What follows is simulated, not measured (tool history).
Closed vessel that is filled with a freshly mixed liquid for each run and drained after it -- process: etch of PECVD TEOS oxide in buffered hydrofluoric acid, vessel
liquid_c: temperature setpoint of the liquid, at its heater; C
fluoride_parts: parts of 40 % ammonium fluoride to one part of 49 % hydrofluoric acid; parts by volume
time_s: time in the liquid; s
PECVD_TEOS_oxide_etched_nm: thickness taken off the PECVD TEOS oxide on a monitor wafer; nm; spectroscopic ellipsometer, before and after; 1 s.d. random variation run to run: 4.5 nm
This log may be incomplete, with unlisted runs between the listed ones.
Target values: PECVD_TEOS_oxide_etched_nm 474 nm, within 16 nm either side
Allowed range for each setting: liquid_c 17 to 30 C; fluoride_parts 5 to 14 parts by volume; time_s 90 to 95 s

Run 1, hour 0: liquid_c 22 C, fluoride_parts 8.5 parts by volume, time_s 90 s. Result: PECVD_TEOS_oxide_etched_nm 336.18 nm.
Run 2, hour 8: liquid_c 23 C, fluoride_parts 8.5 parts by volume, time_s 90 s. Result: PECVD_TEOS_oxide_etched_nm 347.59 nm.
Run 3, hour 15.6: liquid_c 24 C, fluoride_parts 8.5 parts by volume, time_s 90 s. Result: PECVD_TEOS_oxide_etched_nm 368.18 nm.
Run 4, hour 20.9: liquid_c 24.5 C, fluoride_parts 8.5 parts by volume, time_s 90 s. Result: PECVD_TEOS_oxide_etched_nm 379.01 nm.
Run 5, hour 29.2: liquid_c 25 C, fluoride_parts 8.5 parts by volume, time_s 90 s. Result: PECVD_TEOS_oxide_etched_nm 395.55 nm.
Run 6, hour 31.6: liquid_c 25.5 C, fluoride_parts 8.5 parts by volume, time_s 90 s. Result: PECVD_TEOS_oxide_etched_nm 402.26 nm.
Run 7, hour 38.3: liquid_c 26 C, fluoride_parts 8.5 parts by volume, time_s 90 s. Result: PECVD_TEOS_oxide_etched_nm 415.19 nm.
Run 8, hour 44.9: liquid_c 26.5 C, fluoride_parts 8.5 parts by volume, time_s 90 s. Result: PECVD_TEOS_oxide_etched_nm 430.56 nm.
Run 9, hour 48: liquid_c 27.5 C, fluoride_parts 8.5 parts by volume, time_s 90 s. Result: PECVD_TEOS_oxide_etched_nm 452.64 nm.

Which one of the following 5 next-run settings gets every result inside its allowed miss? There is exactly one.
Run A, hour 51.1: liquid_c 27 C, fluoride_parts 8.5 parts by volume, time_s 90 s. Result: PECVD_TEOS_oxide_etched_nm ?.
Run B, hour 51.1: liquid_c 26 C, fluoride_parts 8.5 parts by volume, time_s 90 s. Result: PECVD_TEOS_oxide_etched_nm ?.
Run C, hour 51.1: liquid_c 25.5 C, fluoride_parts 8 parts by volume, time_s 90 s. Result: PECVD_TEOS_oxide_etched_nm ?.
Run D, hour 51.1: liquid_c 29.5 C, fluoride_parts 9.5 parts by volume, time_s 95 s. Result: PECVD_TEOS_oxide_etched_nm ?.
Run E, hour 51.1: liquid_c 28.5 C, fluoride_parts 9.5 parts by volume, time_s 90 s. Result: PECVD_TEOS_oxide_etched_nm ?.

move  PECVD_TEOS_oxide_etched_nm
   A                      434.77
   B                      412.08
   C                      428.36
   D                      476.03
   E                       427.8
A: misses by more than the last run did
B: misses by more than the last run did
C: misses by more than the last run did
D: every result lands within tolerance
E: misses by more than the last run did
The right move is D.
